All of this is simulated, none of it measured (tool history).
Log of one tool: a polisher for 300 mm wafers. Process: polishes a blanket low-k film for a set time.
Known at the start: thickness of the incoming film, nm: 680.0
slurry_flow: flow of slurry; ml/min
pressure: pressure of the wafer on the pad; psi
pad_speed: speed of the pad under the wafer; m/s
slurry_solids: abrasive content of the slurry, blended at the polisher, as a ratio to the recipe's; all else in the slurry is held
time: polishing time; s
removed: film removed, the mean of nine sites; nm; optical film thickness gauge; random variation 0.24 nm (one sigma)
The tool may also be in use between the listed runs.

{"run": 1, "hour": 0.0, "slurry_flow": 160, "pressure": 1.6, "pad_speed": 0.96, "slurry_solids": 1, "time": 57, "removed": 19.676}
{"run": 2, "hour": 6.5, "slurry_flow": 165, "pressure": 1.7, "pad_speed": 0.96, "slurry_solids": 1, "time": 57, "removed": 20.734}
{"run": 3, "hour": 11.1, "slurry_flow": 165, "pressure": 2.1, "pad_speed": 0.96, "slurry_solids": 1, "time": 57, "removed": 24.913}
{"run": 4, "hour": 12.8, "slurry_flow": 165, "pressure": 2.1, "pad_speed": 0.96, "slurry_solids": 1, "time": 51, "removed": 21.925}
{"run": 5, "hour": 21.4, "slurry_flow": 170, "pressure": 2.2, "pad_speed": 0.96, "slurry_solids": 1, "time": 51, "removed": 23.336}
{"run": 6, "hour": 22.6, "slurry_flow": 170, "pressure": 2.2, "pad_speed": 0.96, "slurry_solids": 0.85, "time": 51, "removed": 20.239}

The next listed run, before its measurement:
{"run": 7, "hour": 29.2, "slurry_flow": 170, "pressure": 2.2, "pad_speed": 0.96, "slurry_solids": 0.85, "time": 51, "removed": "?"}

Run 7 gave removed 20.366 nm.

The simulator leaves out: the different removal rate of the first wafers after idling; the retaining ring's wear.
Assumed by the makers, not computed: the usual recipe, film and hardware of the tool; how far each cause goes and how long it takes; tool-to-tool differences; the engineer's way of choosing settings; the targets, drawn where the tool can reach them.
